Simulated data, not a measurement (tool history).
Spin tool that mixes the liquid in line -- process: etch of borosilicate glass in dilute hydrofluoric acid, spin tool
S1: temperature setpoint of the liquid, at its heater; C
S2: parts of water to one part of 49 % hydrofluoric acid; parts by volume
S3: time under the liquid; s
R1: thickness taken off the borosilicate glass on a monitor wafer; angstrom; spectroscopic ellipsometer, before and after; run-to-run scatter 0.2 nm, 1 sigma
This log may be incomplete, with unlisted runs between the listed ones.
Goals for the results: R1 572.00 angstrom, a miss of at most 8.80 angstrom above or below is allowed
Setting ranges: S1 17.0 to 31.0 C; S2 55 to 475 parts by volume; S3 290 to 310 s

Run 1, hour 0.0: S1 23.0 C, S2 265 parts by volume, S3 290 s. Result: R1 168.95 angstrom.
Run 2, hour 4.3: S1 20.0 C, S2 265 parts by volume, S3 290 s. Result: R1 152.30 angstrom.
Run 3, hour 13.0: S1 23.5 C, S2 200 parts by volume, S3 290 s. Result: R1 244.06 angstrom.
Run 4, hour 14.4: S1 26.0 C, S2 165 parts by volume, S3 290 s. Result: R1 335.65 angstrom.
Run 5, hour 19.8: S1 27.5 C, S2 145 parts by volume, S3 290 s. Result: R1 415.50 angstrom.
Run 6, hour 28.1: S1 27.5 C, S2 145 parts by volume, S3 310 s. Result: R1 442.25 angstrom.
Run 7, hour 34.4: S1 28.5 C, S2 140 parts by volume, S3 310 s. Result: R1 480.18 angstrom.
Run 8, hour 41.0: S1 31.0 C, S2 125 parts by volume, S3 310 s. Result: R1 606.20 angstrom.
Run 9, hour 41.8: S1 30.5 C, S2 125 parts by volume, S3 310 s. Result: R1 591.53 angstrom.

Of the 4 settings listed for the next run, only one would bring every result within its allowed miss of target. Which one?
Run A, hour 42.6: S1 31.0 C, S2 120 parts by volume, S3 310 s. Result: R1 ?.
Run B, hour 42.6: S1 30.0 C, S2 120 parts by volume, S3 310 s. Result: R1 ?.
Run C, hour 42.6: S1 31.0 C, S2 130 parts by volume, S3 310 s. Result: R1 ?.
Run D, hour 42.6: S1 31.0 C, S2 115 parts by volume, S3 290 s. Result: R1 ?.

move      R1
   A  627.03
   B  604.45
   C  570.80
   D  616.39
A: moves away from the targets compared with the last run
B: moves away from the targets compared with the last run
C: every result lands within tolerance
D: moves away from the targets compared with the last run
So the answer is move C, the one that meets all the targets.
